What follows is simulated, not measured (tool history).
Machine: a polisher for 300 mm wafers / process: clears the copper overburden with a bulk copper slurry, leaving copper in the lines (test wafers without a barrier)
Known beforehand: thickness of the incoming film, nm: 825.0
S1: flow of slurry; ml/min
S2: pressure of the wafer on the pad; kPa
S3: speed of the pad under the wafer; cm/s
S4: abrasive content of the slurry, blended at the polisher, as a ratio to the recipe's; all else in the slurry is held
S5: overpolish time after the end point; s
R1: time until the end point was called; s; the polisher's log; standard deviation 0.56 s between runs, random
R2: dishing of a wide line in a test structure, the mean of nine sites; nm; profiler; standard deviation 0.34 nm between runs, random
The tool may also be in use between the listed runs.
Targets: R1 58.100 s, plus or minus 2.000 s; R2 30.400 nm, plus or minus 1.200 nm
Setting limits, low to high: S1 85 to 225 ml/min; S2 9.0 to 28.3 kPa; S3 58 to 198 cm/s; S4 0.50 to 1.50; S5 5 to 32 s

Run 1, hour 0.0: S1 145 ml/min, S2 18.6 kPa, S3 128 cm/s, S4 1.00, S5 16 s. Result: R1 89.059 s, R2 29.740 nm.
Run 2, hour 4.6: S1 150 ml/min, S2 19.3 kPa, S3 128 cm/s, S4 1.00, S5 15 s. Result: R1 83.881 s, R2 29.900 nm.
Run 3, hour 6.0: S1 125 ml/min, S2 19.3 kPa, S3 128 cm/s, S4 1.00, S5 15 s. Result: R1 86.127 s, R2 29.375 nm.
Run 4, hour 7.5: S1 125 ml/min, S2 20.0 kPa, S3 128 cm/s, S4 1.00, S5 15 s. Result: R1 85.264 s, R2 29.847 nm.
Run 5, hour 15.3: S1 125 ml/min, S2 20.0 kPa, S3 110 cm/s, S4 1.00, S5 15 s. Result: R1 98.303 s, R2 28.999 nm.
Run 6, hour 22.5: S1 145 ml/min, S2 20.0 kPa, S3 110 cm/s, S4 1.00, S5 15 s. Result: R1 95.885 s, R2 29.429 nm.
Run 7, hour 31.1: S1 145 ml/min, S2 20.7 kPa, S3 110 cm/s, S4 1.00, S5 14 s. Result: R1 91.027 s, R2 29.538 nm.
Run 8, hour 38.8: S1 165 ml/min, S2 25.5 kPa, S3 114 cm/s, S4 1.00, S5 6 s. Result: R1 71.122 s, R2 25.392 nm.
Run 9, hour 46.3: S1 165 ml/min, S2 25.5 kPa, S3 114 cm/s, S4 1.00, S5 8 s. Result: R1 70.996 s, R2 28.473 nm.
Run 10, hour 47.9: S1 175 ml/min, S2 26.9 kPa, S3 118 cm/s, S4 1.00, S5 8 s. Result: R1 63.777 s, R2 28.935 nm.

4 next moves are on the table. One of them brings every result within its allowed miss. Which?
Run A, hour 49.5: S1 200 ml/min, S2 24.8 kPa, S3 136 cm/s, S4 1.15, S5 7 s. Result: R1 ?, R2 ?.
Run B, hour 49.5: S1 205 ml/min, S2 26.2 kPa, S3 124 cm/s, S4 0.90, S5 14 s. Result: R1 ?, R2 ?.
Run C, hour 49.5: S1 170 ml/min, S2 25.5 kPa, S3 124 cm/s, S4 1.10, S5 11 s. Result: R1 ?, R2 ?.
Run D, hour 49.5: S1 145 ml/min, S2 28.3 kPa, S3 130 cm/s, S4 0.95, S5 11 s. Result: R1 ?, R2 ?.

move      R1      R2
   A  58.674  28.164
   B  63.131  30.479
   C  64.500  29.866
   D  58.710  30.274
A: puts the biggest miss on target and leaves a different result outside tolerance
B: closer than the last run, but not yet in spec
C: the biggest miss grows against the last run
D: each result inside its tolerance
Move D is the one to make.
